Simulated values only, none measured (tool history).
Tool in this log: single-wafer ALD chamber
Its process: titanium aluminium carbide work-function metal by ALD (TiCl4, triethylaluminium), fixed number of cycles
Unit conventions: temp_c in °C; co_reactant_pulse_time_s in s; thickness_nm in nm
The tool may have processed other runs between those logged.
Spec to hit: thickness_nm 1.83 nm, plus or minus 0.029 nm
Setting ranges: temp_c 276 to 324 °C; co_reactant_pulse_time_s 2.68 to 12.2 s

{"run": 1, "hour": 0.0, "temp_c": 300, "co_reactant_pulse_time_s": 7.44, "thickness_nm": 2.0164}
{"run": 2, "hour": 5.1, "temp_c": 300, "co_reactant_pulse_time_s": 5.78, "thickness_nm": 1.924}
{"run": 3, "hour": 12.8, "temp_c": 300, "co_reactant_pulse_time_s": 7.77, "thickness_nm": 2.0425}
{"run": 4, "hour": 15.6, "temp_c": 293, "co_reactant_pulse_time_s": 7.45, "thickness_nm": 1.9526}
{"run": 5, "hour": 17.2, "temp_c": 289, "co_reactant_pulse_time_s": 7.31, "thickness_nm": 1.9179}
{"run": 6, "hour": 20.2, "temp_c": 296, "co_reactant_pulse_time_s": 7.31, "thickness_nm": 1.9617}
{"run": 7, "hour": 23.5, "temp_c": 292, "co_reactant_pulse_time_s": 7.13, "thickness_nm": 1.907}
{"run": 8, "hour": 24.3, "temp_c": 290, "co_reactant_pulse_time_s": 7.07, "thickness_nm": 1.9122}
{"run": 9, "hour": 27.3, "temp_c": 281, "co_reactant_pulse_time_s": 6.08, "thickness_nm": 1.7572}
{"run": 10, "hour": 32.0, "temp_c": 283, "co_reactant_pulse_time_s": 6.16, "thickness_nm": 1.7812}

Below are 4 possible settings for the next run. Only one of them brings all results inside the allowed miss of their targets. Which is it?
{"run": "A", "hour": 36.7, "temp_c": 291, "co_reactant_pulse_time_s": 5.82, "thickness_nm": "?"}
{"run": "B", "hour": 36.7, "temp_c": 284, "co_reactant_pulse_time_s": 5.56, "thickness_nm": "?"}
{"run": "C", "hour": 36.7, "temp_c": 291, "co_reactant_pulse_time_s": 5.05, "thickness_nm": "?"}
{"run": "D", "hour": 36.7, "temp_c": 287, "co_reactant_pulse_time_s": 8.16, "thickness_nm": "?"}

move=A thickness_nm=1.8363
move=B thickness_nm=1.7484
move=C thickness_nm=1.7624
move=D thickness_nm=1.9362
A: hits every target within its allowed miss
B: its largest miss is bigger than the last run's
C: its largest miss is bigger than the last run's
D: the result that was furthest off in the last run now lies on the other side of its target
Move A is the one to make.
